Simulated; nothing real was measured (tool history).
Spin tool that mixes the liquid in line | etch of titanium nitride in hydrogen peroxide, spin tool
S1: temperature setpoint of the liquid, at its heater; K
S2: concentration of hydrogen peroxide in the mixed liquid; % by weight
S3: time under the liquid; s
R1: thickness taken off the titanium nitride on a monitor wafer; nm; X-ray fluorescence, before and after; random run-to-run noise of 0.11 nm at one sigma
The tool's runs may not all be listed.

run	hour	S1	S2	S3	R1
1	0.0	331.15	25.5	270	16.438
2	2.4	325.15	25.5	270	10.768
3	9.8	328.15	25.5	270	13.265
4	17.8	330.15	25.5	270	15.342
5	25.4	330.15	25.5	290	16.395
6	29.8	331.65	25.5	290	18.217

Expected results for the next run?
7	31.1	332.65	25.5	290	?

Run 7 yielded R1 19.420 nm.
